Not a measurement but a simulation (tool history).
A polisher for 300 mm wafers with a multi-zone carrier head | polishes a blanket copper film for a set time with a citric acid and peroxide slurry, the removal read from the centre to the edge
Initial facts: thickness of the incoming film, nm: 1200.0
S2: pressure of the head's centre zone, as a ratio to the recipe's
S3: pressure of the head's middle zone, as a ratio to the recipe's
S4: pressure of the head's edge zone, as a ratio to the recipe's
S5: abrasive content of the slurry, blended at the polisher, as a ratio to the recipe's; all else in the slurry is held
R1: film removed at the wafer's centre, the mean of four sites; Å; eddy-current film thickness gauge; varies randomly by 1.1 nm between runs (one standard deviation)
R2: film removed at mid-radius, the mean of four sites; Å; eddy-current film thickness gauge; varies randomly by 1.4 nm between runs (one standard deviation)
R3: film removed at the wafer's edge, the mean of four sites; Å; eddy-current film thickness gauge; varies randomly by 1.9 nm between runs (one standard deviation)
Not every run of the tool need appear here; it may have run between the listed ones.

{"run": 1, "hour": 0.0, "flow of slurry (ml/min)": 165, "S2": 1, "S3": 1, "S4": 1, "S5": 1, "polishing time (s)": 56, "R1": 1171.1, "R2": 1124.7, "R3": 1147.5}
{"run": 2, "hour": 6.8, "flow of slurry (ml/min)": 165, "S2": 1, "S3": 1, "S4": 1, "S5": 0.9, "polishing time (s)": 56, "R1": 1138.1, "R2": 1098.8, "R3": 1147.3}
{"run": 3, "hour": 14.6, "flow of slurry (ml/min)": 165, "S2": 1, "S3": 1, "S4": 1, "S5": 0.9, "polishing time (s)": 64, "R1": 1279.3, "R2": 1259.4, "R3": 1306.5}
{"run": 4, "hour": 15.8, "flow of slurry (ml/min)": 175, "S2": 1.02, "S3": 0.99, "S4": 1.05, "S5": 1, "polishing time (s)": 66, "R1": 1389.3, "R2": 1328, "R3": 1425.7}
{"run": 5, "hour": 19.8, "flow of slurry (ml/min)": 190, "S2": 1.05, "S3": 1, "S4": 1.09, "S5": 1.1, "polishing time (s)": 67, "R1": 1494.9, "R2": 1399.3, "R3": 1468.7}
{"run": 6, "hour": 27.4, "flow of slurry (ml/min)": 190, "S2": 1.05, "S3": 0.93, "S4": 1.09, "S5": 1.1, "polishing time (s)": 67, "R1": 1482.5, "R2": 1331.6, "R3": 1483.1}
{"run": 7, "hour": 33.3, "flow of slurry (ml/min)": 190, "S2": 1.05, "S3": 0.93, "S4": 1.11, "S5": 1.2, "polishing time (s)": 69, "R1": 1545.2, "R2": 1388.8, "R3": 1551.7}

Estimate the outcome of run 8 from the log above:
{"run": 8, "hour": 41.3, "flow of slurry (ml/min)": 200, "S2": 1.05, "S3": 0.93, "S4": 1.13, "S5": 1.25, "polishing time (s)": 70, "R1": "?", "R2": "?", "R3": "?"}

{"run 8": {"R1": 1593.4, "R2": 1423.5, "R3": 1609.8}}
